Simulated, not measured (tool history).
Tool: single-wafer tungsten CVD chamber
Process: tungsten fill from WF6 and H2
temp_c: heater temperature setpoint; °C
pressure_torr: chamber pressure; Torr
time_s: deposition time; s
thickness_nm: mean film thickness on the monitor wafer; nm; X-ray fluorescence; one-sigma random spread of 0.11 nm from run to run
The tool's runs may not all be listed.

| run | hour | temp_c | pressure_torr | time_s | thickness_nm |
|---|---|---|---|---|---|
| 1 | 0.0 | 390 | 38.4 | 20.1 | 49.932 |
| 2 | 5.1 | 388 | 38.4 | 20.1 | 48.019 |
| 3 | 14.0 | 388 | 38.4 | 20.1 | 47.910 |
| 4 | 17.5 | 388 | 41.2 | 20.1 | 50.206 |
| 5 | 25.1 | 386 | 41.2 | 20.1 | 48.305 |
| 6 | 27.5 | 386 | 41.2 | 19.1 | 45.858 |

Predict the results of run 7:
| 7 | 32.1 | 385 | 41.2 | 19.1 | ? |

{"run 7": {"thickness_nm": 45.226}}
